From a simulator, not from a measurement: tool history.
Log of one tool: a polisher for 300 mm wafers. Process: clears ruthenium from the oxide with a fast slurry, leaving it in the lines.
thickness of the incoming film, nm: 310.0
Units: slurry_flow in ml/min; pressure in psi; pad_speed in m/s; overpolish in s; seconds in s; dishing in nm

run 1 hour=0.0 | slurry_flow=210 pressure=2.0 pad_speed=1.18 slurry_solids=1.0 overpolish=23 | seconds=87.106 dishing=45.467
run 2 hour=4.1 | slurry_flow=210 pressure=2.0 pad_speed=1.18 slurry_solids=0.9 overpolish=23 | seconds=90.194 dishing=44.365
run 3 hour=11.3 | slurry_flow=210 pressure=2.1 pad_speed=1.18 slurry_solids=0.9 overpolish=23 | seconds=89.040 dishing=46.781
run 4 hour=15.1 | slurry_flow=210 pressure=1.7 pad_speed=1.18 slurry_solids=0.9 overpolish=23 | seconds=107.150 dishing=41.220
run 5 hour=17.0 | slurry_flow=210 pressure=1.7 pad_speed=1.40 slurry_solids=0.9 overpolish=23 | seconds=92.621 dishing=44.965
run 6 hour=26.0 | slurry_flow=210 pressure=1.8 pad_speed=1.42 slurry_solids=0.9 overpolish=23 | seconds=85.729 dishing=46.276
run 7 hour=27.6 | slurry_flow=210 pressure=1.9 pad_speed=1.42 slurry_solids=0.9 overpolish=23 | seconds=84.532 dishing=47.593
-- hour=30.9 worn pad replaced by a new one
run 8 hour=30.9 | slurry_flow=210 pressure=2.0 pad_speed=1.44 slurry_solids=0.9 overpolish=23 | seconds=68.824 dishing=53.445

Forecast run 9:
run 9 hour=33.3 | slurry_flow=210 pressure=2.2 pad_speed=1.44 slurry_solids=0.9 overpolish=23 | seconds=? dishing=?

seconds: 65.692 s
dishing: 54.274 nm

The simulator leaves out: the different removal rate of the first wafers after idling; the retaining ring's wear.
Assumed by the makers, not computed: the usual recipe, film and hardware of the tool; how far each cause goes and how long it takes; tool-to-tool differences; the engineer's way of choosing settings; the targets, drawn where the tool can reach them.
